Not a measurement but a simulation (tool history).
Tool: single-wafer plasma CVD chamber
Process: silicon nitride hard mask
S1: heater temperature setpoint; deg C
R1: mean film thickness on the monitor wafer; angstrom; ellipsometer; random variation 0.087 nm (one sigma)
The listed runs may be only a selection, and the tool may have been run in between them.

Run 1, hour 0: S1 420 deg C, chamber pressure (Torr) 1.58, RF power (W) 255, deposition time (s) 44.3. Result: R1 450.29 angstrom.
Run 2, hour 1.8: S1 420 deg C, chamber pressure (Torr) 1.46, RF power (W) 255, deposition time (s) 44.3. Result: R1 442.8 angstrom.
Run 3, hour 3.7: S1 420 deg C, chamber pressure (Torr) 1.36, RF power (W) 255, deposition time (s) 44.3. Result: R1 438.17 angstrom.
Run 4, hour 7.5: S1 420 deg C, chamber pressure (Torr) 1.27, RF power (W) 255, deposition time (s) 44.3. Result: R1 432.83 angstrom.
Run 5, hour 10.4: S1 420 deg C, chamber pressure (Torr) 1.27, RF power (W) 230, deposition time (s) 44.3. Result: R1 404.4 angstrom.
Run 6, hour 17.8: S1 420 deg C, chamber pressure (Torr) 1.17, RF power (W) 230, deposition time (s) 44.3. Result: R1 398.18 angstrom.

What will run 7 give?
Run 7, hour 25: S1 420 deg C, chamber pressure (Torr) 1.26, RF power (W) 230, deposition time (s) 44.3. Result: R1 ?.

R1: 403.05 angstrom
